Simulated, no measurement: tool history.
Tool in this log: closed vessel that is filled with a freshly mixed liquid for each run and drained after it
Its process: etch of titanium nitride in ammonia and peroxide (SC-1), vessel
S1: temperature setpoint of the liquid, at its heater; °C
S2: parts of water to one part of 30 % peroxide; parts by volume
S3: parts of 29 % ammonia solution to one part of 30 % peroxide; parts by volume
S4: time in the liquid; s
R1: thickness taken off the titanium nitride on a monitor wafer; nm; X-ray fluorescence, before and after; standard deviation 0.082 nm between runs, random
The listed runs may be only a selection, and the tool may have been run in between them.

run 1 day=0.000 | S1=54.0 S2=24 S3=0.7 S4=810 | R1=45.394
run 2 day=0.238 | S1=52.5 S2=24 S3=0.7 S4=810 | R1=41.033
run 3 day=0.529 | S1=52.5 S2=24 S3=0.8 S4=810 | R1=41.712
run 4 day=0.683 | S1=58.0 S2=24 S3=0.8 S4=810 | R1=60.950
run 5 day=0.908 | S1=58.0 S2=24 S3=0.8 S4=810 | R1=60.810
run 6 day=1.154 | S1=56.0 S2=24 S3=0.8 S4=810 | R1=52.951
run 7 day=1.458 | S1=54.0 S2=24 S3=0.8 S4=810 | R1=46.390
run 8 day=1.600 | S1=52.5 S2=24 S3=0.8 S4=810 | R1=41.898
run 9 day=1.696 | S1=51.0 S2=24 S3=0.8 S4=810 | R1=37.800

For run 10, what comes out?
run 10 day=1.946 | S1=43.0 S2=24 S3=0.8 S4=810 | R1=?

{"run 10": {"R1": 21.545}}

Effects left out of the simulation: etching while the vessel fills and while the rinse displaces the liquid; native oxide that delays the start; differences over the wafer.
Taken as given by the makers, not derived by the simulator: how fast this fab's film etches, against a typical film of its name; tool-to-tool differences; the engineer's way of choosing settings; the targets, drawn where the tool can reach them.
